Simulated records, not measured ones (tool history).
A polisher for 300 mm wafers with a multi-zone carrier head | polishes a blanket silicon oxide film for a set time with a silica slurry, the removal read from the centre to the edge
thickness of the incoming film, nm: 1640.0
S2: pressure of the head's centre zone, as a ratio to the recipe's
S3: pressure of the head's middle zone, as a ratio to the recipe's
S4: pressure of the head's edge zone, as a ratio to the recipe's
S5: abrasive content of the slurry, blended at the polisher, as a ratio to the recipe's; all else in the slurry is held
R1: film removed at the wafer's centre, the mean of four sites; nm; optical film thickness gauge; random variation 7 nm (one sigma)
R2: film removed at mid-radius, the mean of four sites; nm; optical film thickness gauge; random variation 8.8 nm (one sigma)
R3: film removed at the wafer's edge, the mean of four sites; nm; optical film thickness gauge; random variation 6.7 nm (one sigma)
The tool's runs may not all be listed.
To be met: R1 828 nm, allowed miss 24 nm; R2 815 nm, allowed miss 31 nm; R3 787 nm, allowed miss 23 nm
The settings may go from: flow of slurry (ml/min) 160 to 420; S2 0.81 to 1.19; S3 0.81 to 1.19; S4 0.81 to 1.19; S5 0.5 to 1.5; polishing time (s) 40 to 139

{"run": 1, "hour": 0.0, "flow of slurry (ml/min)": 270, "S2": 1, "S3": 1, "S4": 1, "S5": 1, "polishing time (s)": 89, "R1": 538.32, "R2": 550.28, "R3": 516.99}
{"run": 2, "hour": 7.9, "flow of slurry (ml/min)": 300, "S2": 1, "S3": 1, "S4": 1, "S5": 1, "polishing time (s)": 89, "R1": 549.01, "R2": 538.91, "R3": 524.58}
{"run": 3, "hour": 12.1, "flow of slurry (ml/min)": 300, "S2": 1, "S3": 1.09, "S4": 1, "S5": 1, "polishing time (s)": 89, "R1": 554.68, "R2": 585.39, "R3": 532.52}
{"run": 4, "hour": 20.9, "flow of slurry (ml/min)": 305, "S2": 1.01, "S3": 1.1, "S4": 1.03, "S5": 1.1, "polishing time (s)": 90, "R1": 574.23, "R2": 626.31, "R3": 555.75}
{"run": 5, "hour": 28.6, "flow of slurry (ml/min)": 320, "S2": 1.02, "S3": 1.08, "S4": 1.05, "S5": 1.15, "polishing time (s)": 93, "R1": 621.84, "R2": 632.73, "R3": 586.63}
{"run": 6, "hour": 34.6, "flow of slurry (ml/min)": 320, "S2": 1.02, "S3": 1.08, "S4": 1.06, "S5": 1.2, "polishing time (s)": 96, "R1": 638.03, "R2": 673.84, "R3": 623.92}
{"run": 7, "hour": 37.2, "flow of slurry (ml/min)": 325, "S2": 1.03, "S3": 1.08, "S4": 1.07, "S5": 1.25, "polishing time (s)": 98, "R1": 664.44, "R2": 677.5, "R3": 627.98}
{"run": 8, "hour": 41.3, "flow of slurry (ml/min)": 330, "S2": 1.03, "S3": 1.08, "S4": 1.09, "S5": 1.3, "polishing time (s)": 101, "R1": 695.57, "R2": 719.92, "R3": 674.73}
{"run": 9, "hour": 47.9, "flow of slurry (ml/min)": 350, "S2": 1.13, "S3": 1.1, "S4": 1.18, "S5": 1.5, "polishing time (s)": 102, "R1": 812.07, "R2": 768.11, "R3": 739.77}

5 next moves are on the table. One of them brings every result within its allowed miss. Which?
{"run": "A", "hour": 54.5, "flow of slurry (ml/min)": 390, "S2": 1.19, "S3": 1.19, "S4": 1.19, "S5": 1.5, "polishing time (s)": 97, "R1": "?", "R2": "?", "R3": "?"}
{"run": "B", "hour": 54.5, "flow of slurry (ml/min)": 380, "S2": 1.17, "S3": 1.07, "S4": 1.19, "S5": 1.5, "polishing time (s)": 102, "R1": "?", "R2": "?", "R3": "?"}
{"run": "C", "hour": 54.5, "flow of slurry (ml/min)": 340, "S2": 1.06, "S3": 1.05, "S4": 1.11, "S5": 1.5, "polishing time (s)": 113, "R1": "?", "R2": "?", "R3": "?"}
{"run": "D", "hour": 54.5, "flow of slurry (ml/min)": 230, "S2": 1.09, "S3": 1.05, "S4": 1.19, "S5": 1.5, "polishing time (s)": 110, "R1": "?", "R2": "?", "R3": "?"}
{"run": "E", "hour": 54.5, "flow of slurry (ml/min)": 315, "S2": 1.07, "S3": 0.98, "S4": 1.19, "S5": 1.45, "polishing time (s)": 110, "R1": "?", "R2": "?", "R3": "?"}

move=A R1=822.52 R2=787.98 R3=714.52
move=B R1=847.66 R2=754.78 R3=751.36
move=C R1=841.23 R2=815.65 R3=797.74
move=D R1=801.31 R2=758.94 R3=777.59
move=E R1=812.19 R2=736.64 R3=793.54
A: further off than the last run
B: nearer than the last run, and not there yet
C: meets every target
D: brings the result that was furthest off to its target, and leaves another outside
E: brings the result that was furthest off to its target, and leaves another outside
Answer: C
